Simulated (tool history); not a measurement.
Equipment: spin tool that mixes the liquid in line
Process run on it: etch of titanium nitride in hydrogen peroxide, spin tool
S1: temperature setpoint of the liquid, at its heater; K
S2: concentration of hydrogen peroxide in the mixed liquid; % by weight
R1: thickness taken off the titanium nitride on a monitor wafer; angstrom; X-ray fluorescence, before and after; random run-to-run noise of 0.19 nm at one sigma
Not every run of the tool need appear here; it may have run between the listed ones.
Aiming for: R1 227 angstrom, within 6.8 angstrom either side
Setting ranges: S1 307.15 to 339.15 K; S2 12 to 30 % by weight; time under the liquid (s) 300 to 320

{"run": 1, "hour": 0.0, "S1": 323.15, "S2": 22, "time under the liquid (s)": 300, "R1": 132.15}
{"run": 2, "hour": 6.8, "S1": 324.65, "S2": 22, "time under the liquid (s)": 300, "R1": 147.13}
{"run": 3, "hour": 10.0, "S1": 325.65, "S2": 22, "time under the liquid (s)": 300, "R1": 157.29}
{"run": 4, "hour": 12.2, "S1": 325.65, "S2": 26, "time under the liquid (s)": 300, "R1": 164.32}
{"run": 5, "hour": 14.2, "S1": 325.65, "S2": 29, "time under the liquid (s)": 300, "R1": 165.93}
{"run": 6, "hour": 21.9, "S1": 325.65, "S2": 29, "time under the liquid (s)": 320, "R1": 180.49}
{"run": 7, "hour": 29.1, "S1": 326.15, "S2": 29, "time under the liquid (s)": 320, "R1": 185.07}
{"run": 8, "hour": 30.7, "S1": 326.65, "S2": 29, "time under the liquid (s)": 320, "R1": 191.77}
{"run": 9, "hour": 35.1, "S1": 327.15, "S2": 29, "time under the liquid (s)": 320, "R1": 198.01}
{"hour": 41.0, "done": "thermometer replaced"}
{"run": 10, "hour": 41.0, "S1": 329.65, "S2": 29, "time under the liquid (s)": 320, "R1": 217.13}

Pick the move, out of 5, that brings all results within their allowed miss; only one does.
{"run": "A", "hour": 46.9, "S1": 331.15, "S2": 28.5, "time under the liquid (s)": 320, "R1": "?"}
{"run": "B", "hour": 46.9, "S1": 331.15, "S2": 29.5, "time under the liquid (s)": 320, "R1": "?"}
{"run": "C", "hour": 46.9, "S1": 331.15, "S2": 29.5, "time under the liquid (s)": 300, "R1": "?"}
{"run": "D", "hour": 46.9, "S1": 332.15, "S2": 29.5, "time under the liquid (s)": 300, "R1": "?"}
{"run": "E", "hour": 46.9, "S1": 332.15, "S2": 30, "time under the liquid (s)": 305, "R1": "?"}

move=A R1=240.82
move=B R1=242.67
move=C R1=227.5
move=D R1=243.65
move=E R1=248.64
A: pushes the last run's worst result past its target
B: pushes the last run's worst result past its target
C: every result lands within tolerance
D: pushes the last run's worst result past its target
E: pushes the last run's worst result past its target
C is the move that brings every result within its allowed miss.
